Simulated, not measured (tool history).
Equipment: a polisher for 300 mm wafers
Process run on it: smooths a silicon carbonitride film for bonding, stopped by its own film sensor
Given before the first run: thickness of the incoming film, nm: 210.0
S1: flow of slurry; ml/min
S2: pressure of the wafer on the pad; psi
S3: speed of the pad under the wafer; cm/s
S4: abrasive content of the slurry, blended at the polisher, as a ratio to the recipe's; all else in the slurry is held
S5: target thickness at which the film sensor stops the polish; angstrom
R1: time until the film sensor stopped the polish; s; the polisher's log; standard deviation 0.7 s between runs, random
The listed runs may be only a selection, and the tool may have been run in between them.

run 1 day=0 | S1=120 S2=2 S3=80 S4=1 S5=1920 | R1=69.583
run 2 day=0.317 | S1=120 S2=2 S3=80 S4=0.95 S5=1920 | R1=71.648
run 3 day=0.658 | S1=90 S2=2 S3=80 S4=0.95 S5=1920 | R1=73.811
run 4 day=0.762 | S1=90 S2=2.1 S3=82 S4=0.95 S5=1920 | R1=69.974
run 5 day=0.938 | S1=90 S2=2.2 S3=84 S4=0.95 S5=1920 | R1=63.91
run 6 day=1.042 | S1=90 S2=2.2 S3=72 S4=0.95 S5=1920 | R1=70.418
run 7 day=1.383 | S1=90 S2=2.3 S3=74 S4=0.95 S5=1920 | R1=66.165
run 8 day=1.471 | S1=90 S2=2.4 S3=76 S4=0.95 S5=1920 | R1=63.466
run 9 day=1.738 | S1=90 S2=2.5 S3=80 S4=0.95 S5=1920 | R1=58.504
run 10 day=1.896 | S1=90 S2=2.5 S3=80 S4=0.95 S5=1920 | R1=60.27
run 11 day=2.246 | S1=90 S2=2.6 S3=84 S4=0.95 S5=1920 | R1=55.481

Run 12, settings as shown, results not yet in. Your forecast:
run 12 day=2.333 | S1=90 S2=2.7 S3=86 S4=0.95 S5=1920 | R1=?

Run 12 produced R1 54.035 s.
